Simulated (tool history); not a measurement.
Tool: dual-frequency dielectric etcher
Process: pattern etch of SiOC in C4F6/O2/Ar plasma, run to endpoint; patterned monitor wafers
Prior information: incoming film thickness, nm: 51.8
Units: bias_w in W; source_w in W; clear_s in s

run,hour,bias_w,source_w,clear_s
1,0.0,435,270,18.511
2,0.9,475,280,17.601
3,3.5,506,290,16.623
4,9.2,506,240,18.409
5,16.6,506,200,20.816
6,20.5,506,230,18.971
7,22.9,506,230,18.904
8,27.2,531,240,18.166
9,34.3,550,250,17.469

Run 10 is up next; what results do you expect?
10,34.9,564,260,?

clear_s: 16.962 s

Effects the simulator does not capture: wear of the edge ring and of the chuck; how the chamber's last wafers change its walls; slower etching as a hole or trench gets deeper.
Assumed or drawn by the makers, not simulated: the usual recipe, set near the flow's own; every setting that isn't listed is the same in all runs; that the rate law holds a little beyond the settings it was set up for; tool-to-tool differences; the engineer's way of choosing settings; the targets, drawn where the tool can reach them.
